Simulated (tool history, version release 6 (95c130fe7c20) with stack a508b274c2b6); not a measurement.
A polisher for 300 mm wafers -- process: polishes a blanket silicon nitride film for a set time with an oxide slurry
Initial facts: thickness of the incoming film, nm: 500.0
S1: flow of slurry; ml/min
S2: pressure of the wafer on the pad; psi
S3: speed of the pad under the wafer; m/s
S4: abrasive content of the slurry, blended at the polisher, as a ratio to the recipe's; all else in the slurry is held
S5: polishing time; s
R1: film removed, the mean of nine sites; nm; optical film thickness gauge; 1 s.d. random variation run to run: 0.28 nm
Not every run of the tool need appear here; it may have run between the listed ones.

run	hour	S1	S2	S3	S4	S5	R1
1	0.0	180	4.5	0.90	1.0	58	41.931
2	8.0	180	4.5	0.90	1.1	58	43.995
3	16.8	180	5.1	0.90	1.1	58	49.329
4	20.7	180	4.4	0.84	1.1	58	41.160
5	24.9	180	3.8	0.80	1.1	58	35.166
6	30.4	180	3.4	0.76	1.1	58	29.940
7	33.7	180	3.1	0.76	1.1	58	28.336

Run 8 has not been measured yet. What should we expect?
8	42.4	175	2.0	0.72	1.1	58	?

R1: 18.021 nm
